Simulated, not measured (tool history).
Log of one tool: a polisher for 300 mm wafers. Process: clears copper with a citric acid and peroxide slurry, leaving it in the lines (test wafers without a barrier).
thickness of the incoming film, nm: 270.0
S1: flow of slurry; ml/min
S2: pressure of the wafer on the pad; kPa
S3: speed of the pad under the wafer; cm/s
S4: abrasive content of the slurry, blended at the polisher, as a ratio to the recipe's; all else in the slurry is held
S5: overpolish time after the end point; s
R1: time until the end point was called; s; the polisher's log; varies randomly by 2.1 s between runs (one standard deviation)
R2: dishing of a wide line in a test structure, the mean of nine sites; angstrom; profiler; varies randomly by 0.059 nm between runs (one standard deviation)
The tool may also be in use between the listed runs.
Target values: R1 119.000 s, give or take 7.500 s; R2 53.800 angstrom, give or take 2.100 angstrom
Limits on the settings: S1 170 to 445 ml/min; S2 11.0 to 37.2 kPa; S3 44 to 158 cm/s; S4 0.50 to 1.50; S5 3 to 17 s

run,hour,S1,S2,S3,S4,S5,R1,R2
1,0.0,285,24.1,100,1.00,9,90.395,203.430
2,6.0,285,24.1,84,1.00,9,106.990,173.090
3,8.8,290,23.4,78,1.00,8,117.760,141.770
4,16.9,290,23.4,78,1.00,7,115.840,124.300
5,24.1,290,29.0,78,1.00,7,96.246,151.170
6,28.7,290,23.4,78,1.00,7,117.770,123.860
7,32.1,310,22.1,76,1.05,6,125.710,99.853
8,38.2,340,20.7,78,1.15,5,124.320,85.053
9,38.9,365,19.3,80,1.25,5,128.920,83.711
10,41.8,385,17.9,82,1.30,5,135.460,80.155
11,46.9,400,17.9,80,1.35,5,136.590,79.511
12,51.5,410,17.2,82,1.30,5,136.000,77.636
13,59.7,410,17.2,82,1.30,5,135.870,78.651
14,61.0,420,16.5,84,1.10,5,146.230,73.804
15,65.3,425,15.9,86,1.20,5,149.590,74.325
16,68.8,345,21.4,78,0.95,3,128.860,50.325
17,75.6,345,22.1,78,0.95,3,123.050,51.443

Below are 5 possible settings for the next run. Only one of them brings all results inside the allowed miss of their targets. Which is it?
A,82.4,340,20.0,78,1.05,3,?,?
B,82.4,340,20.0,90,0.95,3,?,?
C,82.4,270,28.3,76,0.85,3,?,?
D,82.4,445,30.3,52,0.85,3,?,?
E,82.4,295,20.0,72,1.20,4,?,?

move,R1,R2
A,130.780,48.667
B,118.000,53.861
C,104.600,60.776
D,128.280,49.705
E,138.300,61.159
A: further off than the last run
B: each result inside its tolerance
C: pushes the last run's worst result past its target
D: further off than the last run
E: pushes the last run's worst result past its target
The move that meets every target is B.

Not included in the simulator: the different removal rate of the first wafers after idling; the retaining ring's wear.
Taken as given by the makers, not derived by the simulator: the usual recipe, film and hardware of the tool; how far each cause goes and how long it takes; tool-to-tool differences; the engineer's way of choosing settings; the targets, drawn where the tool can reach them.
